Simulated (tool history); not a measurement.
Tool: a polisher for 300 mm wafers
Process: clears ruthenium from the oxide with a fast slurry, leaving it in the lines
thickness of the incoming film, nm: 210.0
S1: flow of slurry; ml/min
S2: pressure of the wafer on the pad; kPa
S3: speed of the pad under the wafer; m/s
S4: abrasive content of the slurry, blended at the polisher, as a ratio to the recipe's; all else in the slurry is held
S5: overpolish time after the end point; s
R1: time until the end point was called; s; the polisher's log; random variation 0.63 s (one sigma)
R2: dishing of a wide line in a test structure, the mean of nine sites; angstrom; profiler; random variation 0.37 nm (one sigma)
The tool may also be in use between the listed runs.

run  hour   S1    S2    S3  S4  S5      R1      R2
  1     0  265  15.2  1.18   1  23  57.474  619.75
  2   3.5  270  13.8  1.18   1  20  62.594  509.69
  3   7.7  275  13.1  1.18   1  18  65.869  428.95
  4  15.6  275    11  1.18   1  18  78.397  376.56
  5  18.1  280    11  1.18   1  17  77.418  363.47
  6  20.8  280    11  0.98   1  17  92.631  298.22
  7  22.2  305  14.5  0.98   1  13   70.19  305.21
  8    31  295  14.5  0.98   1  13  70.605  302.54

Run 9 comes next. What will it give?
  9  32.6  285  14.5  0.98   1  13   ?   ?

{"run 9": {"R1": 71.4, "R2": 305.66}}
